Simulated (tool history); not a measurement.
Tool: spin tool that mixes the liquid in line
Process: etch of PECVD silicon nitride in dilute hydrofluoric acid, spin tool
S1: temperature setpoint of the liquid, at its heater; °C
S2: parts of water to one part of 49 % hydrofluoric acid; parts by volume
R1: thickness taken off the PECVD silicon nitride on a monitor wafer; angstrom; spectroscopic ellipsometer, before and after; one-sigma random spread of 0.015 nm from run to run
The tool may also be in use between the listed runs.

run 1 day=0.000 | S1=25.0 S2=240 time_under_the_liquid_(s)=45 | R1=4.3566
run 2 day=0.342 | S1=27.0 S2=230 time_under_the_liquid_(s)=45 | R1=5.2687
run 3 day=0.708 | S1=28.5 S2=225 time_under_the_liquid_(s)=45 | R1=5.7472
run 4 day=1.029 | S1=29.5 S2=220 time_under_the_liquid_(s)=45 | R1=6.2062
run 5 day=1.350 | S1=29.5 S2=250 time_under_the_liquid_(s)=45 | R1=5.6045
run 6 day=1.388 | S1=30.5 S2=240 time_under_the_liquid_(s)=45 | R1=6.0166
run 7 day=1.538 | S1=30.5 S2=240 time_under_the_liquid_(s)=45 | R1=6.0567

What does the tool deliver on the next run?
run 8 day=1.650 | S1=31.0 S2=230 time_under_the_liquid_(s)=45 | R1=?

{"run 8": {"R1": 6.5399}}

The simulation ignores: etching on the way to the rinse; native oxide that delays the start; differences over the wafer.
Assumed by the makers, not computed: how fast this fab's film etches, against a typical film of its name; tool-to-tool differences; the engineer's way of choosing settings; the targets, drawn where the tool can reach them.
